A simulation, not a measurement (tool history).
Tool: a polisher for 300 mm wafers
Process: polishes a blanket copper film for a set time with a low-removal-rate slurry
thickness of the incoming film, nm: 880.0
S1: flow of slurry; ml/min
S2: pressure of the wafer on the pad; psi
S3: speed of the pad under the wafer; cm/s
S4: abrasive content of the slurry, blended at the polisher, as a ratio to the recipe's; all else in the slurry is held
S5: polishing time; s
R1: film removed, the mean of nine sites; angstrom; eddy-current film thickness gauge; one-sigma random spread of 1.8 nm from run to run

run 1 hour=0.0 | S1=265 S2=2.9 S3=124 S4=1.00 S5=96 | R1=2895.7
run 2 hour=3.8 | S1=265 S2=2.8 S3=124 S4=1.00 S5=96 | R1=2842.7
run 3 hour=7.9 | S1=210 S2=2.8 S3=124 S4=1.00 S5=96 | R1=2787.2
run 4 hour=14.6 | S1=210 S2=2.8 S3=124 S4=0.95 S5=96 | R1=2768.7
run 5 hour=20.0 | S1=210 S2=2.8 S3=124 S4=0.95 S5=96 | R1=2754.8
run 6 hour=24.5 | S1=160 S2=2.8 S3=124 S4=0.95 S5=96 | R1=2598.4

What does the tool deliver on the next run?
run 7 hour=28.6 | S1=160 S2=2.7 S3=124 S4=0.95 S5=96 | R1=?

R1: 2516.2 angstrom
